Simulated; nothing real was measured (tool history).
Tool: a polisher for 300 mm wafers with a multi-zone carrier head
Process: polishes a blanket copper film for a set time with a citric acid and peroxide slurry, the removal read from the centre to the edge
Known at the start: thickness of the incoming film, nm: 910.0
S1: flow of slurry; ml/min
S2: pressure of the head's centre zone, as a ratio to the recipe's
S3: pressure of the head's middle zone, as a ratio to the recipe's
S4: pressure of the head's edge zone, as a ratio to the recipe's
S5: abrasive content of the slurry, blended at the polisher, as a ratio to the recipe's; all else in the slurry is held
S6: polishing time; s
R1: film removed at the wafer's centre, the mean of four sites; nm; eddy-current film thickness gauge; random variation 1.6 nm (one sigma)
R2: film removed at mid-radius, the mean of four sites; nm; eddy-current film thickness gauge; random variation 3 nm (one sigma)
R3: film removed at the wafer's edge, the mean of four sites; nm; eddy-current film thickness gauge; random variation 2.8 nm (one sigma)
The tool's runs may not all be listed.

Run 1, hour 0: S1 180 ml/min, S2 1, S3 1, S4 1, S5 1, S6 58 s. Result: R1 143.15 nm, R2 142.86 nm, R3 138.23 nm.
Run 2, hour 5.7: S1 180 ml/min, S2 0.96, S3 1, S4 1, S5 1, S6 58 s. Result: R1 137.49 nm, R2 140.03 nm, R3 138.33 nm.
Run 3, hour 8.8: S1 180 ml/min, S2 0.96, S3 1, S4 1.05, S5 1, S6 58 s. Result: R1 136.58 nm, R2 143.19 nm, R3 140.55 nm.
Run 4, hour 10.5: S1 180 ml/min, S2 0.91, S3 1, S4 1.05, S5 1, S6 58 s. Result: R1 128.51 nm, R2 142.76 nm, R3 143.74 nm.
Run 5, hour 17.2: S1 185 ml/min, S2 0.92, S3 1.02, S4 1.06, S5 1.05, S6 59 s. Result: R1 135.16 nm, R2 149.01 nm, R3 149.46 nm.
Run 6, hour 19.4: S1 185 ml/min, S2 0.92, S3 1.02, S4 1.06, S5 0.85, S6 59 s. Result: R1 129.8 nm, R2 143.63 nm, R3 143.02 nm.
Run 7, hour 21.4: S1 190 ml/min, S2 0.93, S3 1.04, S4 1.06, S5 0.9, S6 60 s. Result: R1 133.25 nm, R2 150.91 nm, R3 147.8 nm.

Forecast run 8:
Run 8, hour 27: S1 195 ml/min, S2 0.94, S3 1.06, S4 1.06, S5 0.95, S6 61 s. Result: R1 ?, R2 ?, R3 ?.

{"run 8": {"R1": 142.3, "R2": 159.04, "R3": 151.51}}

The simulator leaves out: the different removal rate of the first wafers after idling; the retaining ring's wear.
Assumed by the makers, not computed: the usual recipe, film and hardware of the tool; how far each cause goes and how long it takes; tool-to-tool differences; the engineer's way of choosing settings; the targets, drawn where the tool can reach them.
